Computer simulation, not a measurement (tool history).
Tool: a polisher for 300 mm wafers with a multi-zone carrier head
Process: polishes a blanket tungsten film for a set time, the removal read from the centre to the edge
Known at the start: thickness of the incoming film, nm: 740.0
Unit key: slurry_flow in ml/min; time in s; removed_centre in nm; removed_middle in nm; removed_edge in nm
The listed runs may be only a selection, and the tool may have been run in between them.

run  hour  slurry_flow  centre_zone  middle_zone  edge_zone  slurry_solids  time  removed_centre  removed_middle  removed_edge
  1   0.0          215         1.00         1.00       1.00           1.00    58          205.00          200.91        211.59
  2   2.0          225         1.00         1.04       1.00           1.00    58          203.63          206.96        215.38
  3   2.9          225         1.00         1.04       1.05           1.00    58          207.32          207.24        216.36
  4   4.0          230         1.00         1.07       1.01           1.05    58          209.97          217.24        214.43
  5   7.5          230         1.00         1.07       1.01           1.05    44          162.36          163.10        163.18
  6  12.9          235         0.99         1.09       1.01           1.15    46          169.10          178.26        172.27
  7  21.0          240         0.99         1.10       1.02           1.20    48          179.35          186.41        182.10

Run 8, settings as shown, results not yet in. Your forecast:
     26.8  -- edge zone pressure recalibrated
  8  26.8          240         0.98         1.12       1.01           1.25    50               ?               ?             ?

Run 8 produced removed_centre 188.40 nm, removed_middle 201.30 nm, removed_edge 186.50 nm.

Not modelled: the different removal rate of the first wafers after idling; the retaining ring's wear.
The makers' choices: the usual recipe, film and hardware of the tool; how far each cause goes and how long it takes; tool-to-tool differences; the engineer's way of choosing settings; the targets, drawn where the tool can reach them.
